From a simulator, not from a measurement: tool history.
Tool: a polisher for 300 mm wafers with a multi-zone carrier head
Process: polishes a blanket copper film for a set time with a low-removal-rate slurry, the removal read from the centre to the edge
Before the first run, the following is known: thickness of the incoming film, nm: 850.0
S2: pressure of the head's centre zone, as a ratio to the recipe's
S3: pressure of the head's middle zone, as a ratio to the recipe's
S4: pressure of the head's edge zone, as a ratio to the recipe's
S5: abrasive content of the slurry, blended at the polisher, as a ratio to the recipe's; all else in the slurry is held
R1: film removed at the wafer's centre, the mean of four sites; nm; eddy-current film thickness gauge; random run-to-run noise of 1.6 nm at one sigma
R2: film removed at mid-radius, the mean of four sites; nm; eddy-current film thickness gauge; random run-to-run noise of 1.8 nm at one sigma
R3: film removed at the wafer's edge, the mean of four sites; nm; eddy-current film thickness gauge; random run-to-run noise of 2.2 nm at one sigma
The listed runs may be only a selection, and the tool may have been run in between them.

run 1 hour=0.0 | flow_of_slurry_(ml/min)=145 S2=1.00 S3=1.00 S4=1.00 S5=1.00 polishing_time_(s)=44 | R1=171.17 R2=169.86 R3=167.62
run 2 hour=1.0 | flow_of_slurry_(ml/min)=145 S2=1.00 S3=0.95 S4=1.00 S5=1.00 polishing_time_(s)=44 | R1=168.50 R2=162.13 R3=168.92
run 3 hour=5.2 | flow_of_slurry_(ml/min)=145 S2=1.00 S3=0.95 S4=1.00 S5=1.00 polishing_time_(s)=40 | R1=155.16 R2=146.89 R3=152.35
run 4 hour=6.6 | flow_of_slurry_(ml/min)=145 S2=1.00 S3=0.95 S4=1.00 S5=0.80 polishing_time_(s)=40 | R1=147.95 R2=141.24 R3=145.28
run 5 hour=12.9 | flow_of_slurry_(ml/min)=155 S2=1.02 S3=0.97 S4=1.02 S5=0.90 polishing_time_(s)=40 | R1=157.15 R2=147.37 R3=150.74
run 6 hour=19.5 | flow_of_slurry_(ml/min)=155 S2=1.02 S3=0.97 S4=1.08 S5=0.90 polishing_time_(s)=40 | R1=156.94 R2=146.20 R3=155.70
run 7 hour=20.6 | flow_of_slurry_(ml/min)=160 S2=1.04 S3=0.99 S4=1.09 S5=1.00 polishing_time_(s)=40 | R1=163.76 R2=155.84 R3=161.48
run 8 hour=21.2 | flow_of_slurry_(ml/min)=200 S2=1.14 S3=0.96 S4=1.07 S5=1.25 polishing_time_(s)=44 | R1=217.32 R2=183.71 R3=191.98
run 9 hour=25.4 | flow_of_slurry_(ml/min)=200 S2=1.15 S3=0.97 S4=1.07 S5=1.25 polishing_time_(s)=44 | R1=216.55 R2=183.81 R3=192.38
run 10 hour=31.2 | flow_of_slurry_(ml/min)=205 S2=1.16 S3=0.97 S4=1.06 S5=1.25 polishing_time_(s)=44 | R1=222.82 R2=183.65 R3=191.42
run 11 hour=34.0 | flow_of_slurry_(ml/min)=205 S2=1.16 S3=0.97 S4=1.06 S5=1.25 polishing_time_(s)=44 | R1=223.52 R2=184.46 R3=188.38
run 12 hour=37.2 | flow_of_slurry_(ml/min)=205 S2=1.16 S3=0.98 S4=1.07 S5=1.25 polishing_time_(s)=44 | R1=217.47 R2=185.34 R3=190.63

Estimate the outcome of run 13 from the log above:
run 13 hour=41.5 | flow_of_slurry_(ml/min)=205 S2=1.16 S3=0.98 S4=1.07 S5=1.30 polishing_time_(s)=44 | R1=? R2=? R3=?

{"run 13": {"R1": 221.94, "R2": 186.41, "R3": 193.08}}
